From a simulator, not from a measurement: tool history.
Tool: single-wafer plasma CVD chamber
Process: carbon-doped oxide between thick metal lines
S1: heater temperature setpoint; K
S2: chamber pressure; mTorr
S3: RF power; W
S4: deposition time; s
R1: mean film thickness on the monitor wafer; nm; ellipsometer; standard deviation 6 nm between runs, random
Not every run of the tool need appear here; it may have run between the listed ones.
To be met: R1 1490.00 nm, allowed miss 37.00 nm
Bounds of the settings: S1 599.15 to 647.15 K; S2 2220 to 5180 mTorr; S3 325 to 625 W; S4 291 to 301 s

| run | hour | S1 | S2 | S3 | S4 | R1 |
|---|---|---|---|---|---|---|
| 1 | 0.0 | 623.15 | 3700 | 475 | 291 | 1159.70 |
| 2 | 5.4 | 623.15 | 3700 | 475 | 301 | 1198.40 |
| 3 | 13.5 | 623.15 | 3700 | 435 | 301 | 1082.90 |
| 4 | 15.3 | 623.15 | 3700 | 435 | 291 | 1052.70 |
| 5 | 23.1 | 623.15 | 3390 | 435 | 291 | 1039.80 |
|  | 25.6 | RF generator calibrated |
| 6 | 25.6 | 623.15 | 3390 | 470 | 291 | 1233.00 |
| 7 | 28.4 | 622.15 | 3130 | 470 | 291 | 1222.80 |
| 8 | 36.8 | 620.15 | 2890 | 480 | 291 | 1245.50 |

Of the 4 settings listed for the next run, only one would bring every result within its allowed miss of target. Which one?
| A | 45.2 | 621.15 | 3090 | 415 | 291 | ? |
| B | 45.2 | 623.15 | 3500 | 365 | 291 | ? |
| C | 45.2 | 614.15 | 2250 | 525 | 301 | ? |
| D | 45.2 | 615.15 | 2710 | 560 | 301 | ? |

| move | R1 |
|---|---|
| A | 1072.80 |
| B | 922.46 |
| C | 1395.80 |
| D | 1486.00 |
A: moves away from the targets compared with the last run
B: moves away from the targets compared with the last run
C: better than the last run, though not everything is in spec
D: all results land within tolerance of their targets
The move that meets every target is D.
